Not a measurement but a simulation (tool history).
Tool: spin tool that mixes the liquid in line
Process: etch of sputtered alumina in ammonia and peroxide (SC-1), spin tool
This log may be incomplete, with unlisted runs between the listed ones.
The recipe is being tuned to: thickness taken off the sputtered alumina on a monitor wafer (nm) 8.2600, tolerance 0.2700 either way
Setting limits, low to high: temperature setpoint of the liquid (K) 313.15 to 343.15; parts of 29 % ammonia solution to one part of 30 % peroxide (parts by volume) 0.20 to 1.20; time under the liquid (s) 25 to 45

run	hour	temperature setpoint of the liquid (K)	parts of 29 % ammonia solution to one part of 30 % peroxide (parts by volume)	time under the liquid (s)	thickness taken off the sputtered alumina on a monitor wafer (nm)
1	0.0	329.15	0.85	45	4.2043
2	1.6	331.65	0.85	45	4.7483
3	2.9	333.65	0.85	45	5.2388
4	11.0	340.65	0.85	45	7.4841
5	16.2	340.65	0.70	45	7.4707
6	23.6	340.65	0.70	25	4.1124
7	27.8	341.15	0.80	25	4.2301
# hour 31.4: heated supply line repaired
8	31.4	341.65	0.70	30	5.5149
9	34.0	342.15	0.80	35	6.7432

Which of these 5 next moves meets every target?
A	36.6	343.15	0.85	40	?
B	36.6	342.65	0.90	45	?
C	36.6	343.15	0.70	45	?
D	36.6	343.15	0.75	45	?
E	36.6	343.15	0.65	45	?

move	thickness taken off the sputtered alumina on a monitor wafer (nm)
A	8.1337
B	8.9815
C	8.9843
D	9.0430
E	8.9217
A: every result within its allowed miss
B: pushes the last run's worst result past its target
C: pushes the last run's worst result past its target
D: pushes the last run's worst result past its target
E: pushes the last run's worst result past its target
Correct choice: A, which meets every target

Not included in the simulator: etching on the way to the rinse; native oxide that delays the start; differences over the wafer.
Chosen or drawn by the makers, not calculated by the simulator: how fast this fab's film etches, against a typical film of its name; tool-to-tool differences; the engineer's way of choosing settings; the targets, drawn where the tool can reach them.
